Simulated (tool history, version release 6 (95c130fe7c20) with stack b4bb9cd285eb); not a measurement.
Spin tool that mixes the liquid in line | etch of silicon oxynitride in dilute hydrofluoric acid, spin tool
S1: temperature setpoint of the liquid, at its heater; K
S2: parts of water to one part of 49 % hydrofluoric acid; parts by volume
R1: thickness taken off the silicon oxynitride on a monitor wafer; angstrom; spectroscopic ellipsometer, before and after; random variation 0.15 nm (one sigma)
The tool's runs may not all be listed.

{"run": 1, "hour": 0.0, "S1": 294.15, "S2": 65, "time under the liquid (s)": 275, "R1": 51.62}
{"run": 2, "hour": 0.5, "S1": 294.15, "S2": 65, "time under the liquid (s)": 275, "R1": 53.194}
{"run": 3, "hour": 2.3, "S1": 295.65, "S2": 60, "time under the liquid (s)": 275, "R1": 60.079}
{"run": 4, "hour": 6.5, "S1": 295.65, "S2": 60, "time under the liquid (s)": 295, "R1": 66.666}
{"run": 5, "hour": 10.5, "S1": 296.65, "S2": 55, "time under the liquid (s)": 295, "R1": 75.651}
{"hour": 12.0, "done": "hydrofluoric acid flow meter replaced"}
{"run": 6, "hour": 12.0, "S1": 294.15, "S2": 55, "time under the liquid (s)": 295, "R1": 73.663}
{"run": 7, "hour": 19.7, "S1": 298.15, "S2": 30, "time under the liquid (s)": 295, "R1": 167.71}
{"run": 8, "hour": 27.9, "S1": 297.65, "S2": 30, "time under the liquid (s)": 295, "R1": 164.67}

Run 9 comes next. What will it give?
{"run": 9, "hour": 34.5, "S1": 297.15, "S2": 30, "time under the liquid (s)": 295, "R1": "?"}

{"run 9": {"R1": 159.7}}
